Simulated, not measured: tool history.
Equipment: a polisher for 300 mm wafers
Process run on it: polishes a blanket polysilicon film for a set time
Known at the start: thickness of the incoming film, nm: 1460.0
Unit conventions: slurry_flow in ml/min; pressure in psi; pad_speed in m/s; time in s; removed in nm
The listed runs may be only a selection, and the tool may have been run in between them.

run,hour,slurry_flow,pressure,pad_speed,time,removed
1,0.0,305,3.1,1.00,30,256.75
2,3.1,305,3.1,1.00,27,227.39
3,4.1,305,3.1,1.00,27,227.21
4,10.4,305,3.1,0.82,27,191.89
5,12.2,305,3.8,0.82,27,238.74
6,17.7,305,3.8,0.82,27,237.80
7,20.3,305,3.2,0.80,27,195.52

Estimate the outcome of run 8 from the log above:
8,28.3,305,2.8,0.80,27,?

Run 8 produced removed 173.67 nm.

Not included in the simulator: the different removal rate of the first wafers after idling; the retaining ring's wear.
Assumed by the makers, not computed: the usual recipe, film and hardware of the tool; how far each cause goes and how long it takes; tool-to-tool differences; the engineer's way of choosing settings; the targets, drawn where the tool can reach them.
